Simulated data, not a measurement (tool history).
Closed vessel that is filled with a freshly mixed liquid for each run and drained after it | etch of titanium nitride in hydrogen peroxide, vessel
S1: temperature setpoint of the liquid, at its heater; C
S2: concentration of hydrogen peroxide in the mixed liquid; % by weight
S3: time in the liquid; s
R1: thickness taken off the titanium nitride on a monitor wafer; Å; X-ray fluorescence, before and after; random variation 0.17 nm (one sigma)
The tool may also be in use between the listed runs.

run,day,S1,S2,S3,R1
1,0.000,51.0,22.5,790,375.45
2,0.129,49.0,22.5,790,325.68
3,0.442,49.0,22.5,790,328.56
4,0.721,47.5,22.5,790,288.62
5,0.908,47.5,22.5,845,311.75
6,1.158,46.5,22.5,845,288.18
7,1.200,45.5,22.5,845,268.98

Run 8 comes next. What will it give?
8,1.246,42.5,22.5,845,?

Run 8 gave R1 216.50 Å.

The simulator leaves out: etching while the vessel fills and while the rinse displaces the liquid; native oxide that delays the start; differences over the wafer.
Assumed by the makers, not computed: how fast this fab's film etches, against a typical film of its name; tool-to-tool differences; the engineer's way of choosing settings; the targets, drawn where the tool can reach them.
